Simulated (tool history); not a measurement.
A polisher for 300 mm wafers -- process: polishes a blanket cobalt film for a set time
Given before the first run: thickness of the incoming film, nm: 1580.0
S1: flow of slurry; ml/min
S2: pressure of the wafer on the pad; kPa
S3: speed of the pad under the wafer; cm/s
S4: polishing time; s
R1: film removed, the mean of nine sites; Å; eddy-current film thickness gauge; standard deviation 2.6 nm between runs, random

run	hour	S1	S2	S3	S4	R1
1	0	155	9.7	76	60	1642
2	2.1	155	8.3	76	60	1411.6
3	7.7	160	9	76	60	1542
4	10.9	160	6.9	76	60	1196
5	15.2	165	8.3	76	60	1420
6	23.4	170	9	76	60	1560.2
7	25.4	175	9.7	76	60	1657.2

Forecast run 8:
8	29.9	175	10.3	76	60	?

R1: 1806 Å

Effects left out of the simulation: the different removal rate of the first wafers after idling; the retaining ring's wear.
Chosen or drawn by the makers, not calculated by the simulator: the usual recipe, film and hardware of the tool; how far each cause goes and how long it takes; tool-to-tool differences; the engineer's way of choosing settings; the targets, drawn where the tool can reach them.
